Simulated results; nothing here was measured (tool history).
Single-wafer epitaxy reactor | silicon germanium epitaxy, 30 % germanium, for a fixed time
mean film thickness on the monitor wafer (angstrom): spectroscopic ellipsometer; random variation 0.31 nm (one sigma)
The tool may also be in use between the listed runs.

run,day,wafer temperature setpoint (pyrometer-controlled) (K),chamber pressure (mTorr),mean film thickness on the monitor wafer (angstrom)
1,0.000,868.15,24600,640.86
2,0.217,868.15,21600,597.64
3,0.338,868.15,18800,559.21
4,0.617,871.15,18900,596.95
5,0.804,871.15,15200,539.17
6,0.850,875.15,15300,594.93
7,1.038,877.15,15400,615.91

Run 8 comes next. What will it give?
8,1.308,879.15,15500,?

mean film thickness on the monitor wafer (angstrom): 639.80

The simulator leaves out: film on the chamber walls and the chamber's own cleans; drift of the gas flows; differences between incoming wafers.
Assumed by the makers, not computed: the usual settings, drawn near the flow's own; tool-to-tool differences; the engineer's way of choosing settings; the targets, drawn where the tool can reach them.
